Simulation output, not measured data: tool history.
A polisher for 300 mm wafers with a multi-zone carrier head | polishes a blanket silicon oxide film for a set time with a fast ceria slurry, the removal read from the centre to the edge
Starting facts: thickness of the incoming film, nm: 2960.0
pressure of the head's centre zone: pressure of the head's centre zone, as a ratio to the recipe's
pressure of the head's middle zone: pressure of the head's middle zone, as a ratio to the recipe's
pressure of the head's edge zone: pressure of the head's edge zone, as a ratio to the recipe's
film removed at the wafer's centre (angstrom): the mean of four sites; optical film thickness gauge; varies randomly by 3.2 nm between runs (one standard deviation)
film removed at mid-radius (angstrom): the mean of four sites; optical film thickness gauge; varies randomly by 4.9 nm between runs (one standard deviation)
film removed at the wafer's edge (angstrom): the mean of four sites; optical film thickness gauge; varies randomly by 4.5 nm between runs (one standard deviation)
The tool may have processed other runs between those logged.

| run | hour | flow of slurry (ml/min) | pressure of the head's centre zone | pressure of the head's middle zone | pressure of the head's edge zone | polishing time (s) | film removed at the wafer's centre (angstrom) | film removed at mid-radius (angstrom) | film removed at the wafer's edge (angstrom) |
|---|---|---|---|---|---|---|---|---|---|
| 1 | 0 | 130 | 1 | 1 | 1 | 38 | 5854.8 | 5683.5 | 5773.8 |
| 2 | 7 | 130 | 0.92 | 1 | 1 | 38 | 5330.3 | 5677.4 | 5838.4 |
| 3 | 7.8 | 130 | 0.85 | 1 | 1 | 38 | 4995.6 | 5493.2 | 5653.4 |
| 4 | 14 | 130 | 0.85 | 1 | 1.04 | 38 | 4989.7 | 5520.6 | 5861.3 |
| 5 | 20.1 | 155 | 0.85 | 1 | 1.04 | 38 | 5089.2 | 5729.7 | 6077.7 |
| 6 | 23.2 | 155 | 0.85 | 1 | 1.07 | 38 | 5101.4 | 5849.4 | 6006.4 |
| 7 | 25.1 | 150 | 0.84 | 1.01 | 1.07 | 34 | 4456.8 | 5179.8 | 5427.5 |
| 8 | 28.3 | 140 | 0.83 | 1.02 | 1.05 | 31 | 4079 | 4760.9 | 4873.2 |
| 9 | 34.5 | 135 | 0.82 | 1.02 | 1.06 | 29 | 3681.4 | 4471.2 | 4550.5 |
| 10 | 38.9 | 125 | 0.82 | 1.01 | 1.05 | 28 | 3466.5 | 4162.7 | 4315.2 |
| 11 | 44.4 | 115 | 0.82 | 1.01 | 1.03 | 28 | 3470.2 | 4166.1 | 4312.1 |

What does the tool deliver on the next run?
| 12 | 51.3 | 110 | 0.82 | 1.01 | 1.01 | 28 | ? | ? | ? |

For run 12 the tool returned film removed at the wafer's centre (angstrom) 3438.4, film removed at mid-radius (angstrom) 4108.1, film removed at the wafer's edge (angstrom) 4226.4.
